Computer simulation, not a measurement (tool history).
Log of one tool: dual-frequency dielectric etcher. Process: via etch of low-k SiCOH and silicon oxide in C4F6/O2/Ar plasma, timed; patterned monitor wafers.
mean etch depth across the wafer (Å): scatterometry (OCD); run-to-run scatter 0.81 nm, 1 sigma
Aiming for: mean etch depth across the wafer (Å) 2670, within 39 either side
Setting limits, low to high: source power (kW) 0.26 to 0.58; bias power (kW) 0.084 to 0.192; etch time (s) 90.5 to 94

run    day  source power (kW)  bias power (kW)  etch time (s)  mean etch depth across the wafer (Å)
  1      0               0.42            0.138           90.5                                2357.2
  2  0.375               0.45            0.139           90.5                                  2421
  3    0.5               0.45            0.139             94                                2518.4
  4    0.7               0.45            0.139           90.5                                2426.5
     0.912  -- wet clean of the chamber
  5  0.912               0.47             0.14           90.5                                2417.2
  6  1.062               0.47            0.117           90.5                                2307.4
  7  1.104               0.49            0.126           90.5                                2389.4
  8  1.379               0.51            0.133           90.5                                  2460
  9  1.521               0.52            0.138           90.5                                  2525
 10  1.579               0.53             0.14           90.5                                2549.3

Exercise: of the 4 proposed moves below, exactly one satisfies all targets within the stated allowed misses. Which move is it?
  A  1.638               0.55            0.151           91.5                                     ?
  B  1.638               0.55            0.135             91                                     ?
  C  1.638                0.5            0.142           93.5                                     ?
  D  1.638               0.55            0.135           92.5                                     ?

move  mean etch depth across the wafer (Å)
   A                                2664.4
   B                                  2565
   C                                2569.2
   D                                2607.2
A: every result lands within tolerance
B: gains on the last run, yet a result remains outside its allowed miss
C: gains on the last run, yet a result remains outside its allowed miss
D: gains on the last run, yet a result remains outside its allowed miss
A meets every target.

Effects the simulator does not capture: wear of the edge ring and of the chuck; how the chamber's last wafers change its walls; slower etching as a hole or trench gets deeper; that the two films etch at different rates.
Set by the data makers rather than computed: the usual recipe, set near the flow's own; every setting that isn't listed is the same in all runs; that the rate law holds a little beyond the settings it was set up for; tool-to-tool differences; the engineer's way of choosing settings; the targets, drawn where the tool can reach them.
